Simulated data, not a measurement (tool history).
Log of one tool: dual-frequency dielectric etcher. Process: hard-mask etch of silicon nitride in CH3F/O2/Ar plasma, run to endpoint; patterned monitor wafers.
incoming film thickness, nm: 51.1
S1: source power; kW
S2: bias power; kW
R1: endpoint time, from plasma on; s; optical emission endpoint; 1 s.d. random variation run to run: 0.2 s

Run 1, hour 0.0: S1 0.470 kW, S2 0.065 kW. Result: R1 72.000 s.
Run 2, hour 8.9: S1 0.500 kW, S2 0.065 kW. Result: R1 70.911 s.
Run 3, hour 13.1: S1 0.420 kW, S2 0.065 kW. Result: R1 73.910 s.
Run 4, hour 21.3: S1 0.420 kW, S2 0.055 kW. Result: R1 78.559 s.
Run 5, hour 27.7: S1 0.350 kW, S2 0.055 kW. Result: R1 83.141 s.
Run 6, hour 32.4: S1 0.410 kW, S2 0.056 kW. Result: R1 78.375 s.
Run 7, hour 36.1: S1 0.450 kW, S2 0.057 kW. Result: R1 76.635 s.
Run 8, hour 42.1: S1 0.550 kW, S2 0.070 kW. Result: R1 66.559 s.
Run 9, hour 45.9: S1 0.560 kW, S2 0.070 kW. Result: R1 66.232 s.

Run 10 comes next. What will it give?
Run 10, hour 51.0: S1 0.570 kW, S2 0.070 kW. Result: R1 ?.

{"run 10": {"R1": 66.125}}
